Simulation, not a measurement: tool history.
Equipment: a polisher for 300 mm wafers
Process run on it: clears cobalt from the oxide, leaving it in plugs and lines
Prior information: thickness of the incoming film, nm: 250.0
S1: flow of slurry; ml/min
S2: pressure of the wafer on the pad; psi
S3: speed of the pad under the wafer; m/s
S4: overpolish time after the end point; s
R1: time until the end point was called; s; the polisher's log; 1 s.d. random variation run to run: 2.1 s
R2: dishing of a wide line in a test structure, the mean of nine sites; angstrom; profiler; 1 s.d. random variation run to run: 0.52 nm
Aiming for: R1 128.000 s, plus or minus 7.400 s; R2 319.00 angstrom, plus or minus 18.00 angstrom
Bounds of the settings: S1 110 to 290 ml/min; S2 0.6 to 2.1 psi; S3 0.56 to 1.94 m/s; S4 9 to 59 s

run  hour   S1   S2    S3  S4       R1      R2
  1   0.0  185  1.3  1.24  30   66.540  467.44
  2   0.8  185  1.6  1.24  30   56.299  497.24
  3   5.0  140  1.6  1.24  30   59.741  500.48
  4   8.3  140  1.6  1.06  30   68.576  470.06
  5  11.1  140  1.6  0.88  30   82.660  460.85
  6  17.6  145  1.5  0.88  26   84.729  425.90
  7  23.2  145  1.4  0.88  24   91.710  399.65
  8  26.5  145  1.3  0.88  23   98.707  376.83
  9  32.7  145  0.9  0.86  17  130.790  255.22
 10  35.5  150  0.9  0.84  19  134.390  279.53

Of the 5 settings listed for the next run, only one would bring every result within its allowed miss of target. Which one?
  A  38.3  175  1.0  0.80  22   ?   ?
  B  38.3  140  0.9  0.80  19   ?   ?
  C  38.3  175  0.8  0.78  28   ?   ?
  D  38.3  145  1.0  0.76  31   ?   ?
  E  38.3  155  0.8  1.00  17   ?   ?

move       R1      R2
   A  125.290  314.87
   B  141.380  262.80
   C  151.030  326.81
   D  136.300  368.01
   E  121.660  269.80
A: in spec on every target
B: misses by more than the last run did
C: puts the biggest miss on target and leaves a different result outside tolerance
D: the result that was furthest off in the last run now lies on the other side of its target
E: misses by more than the last run did
A meets every target.
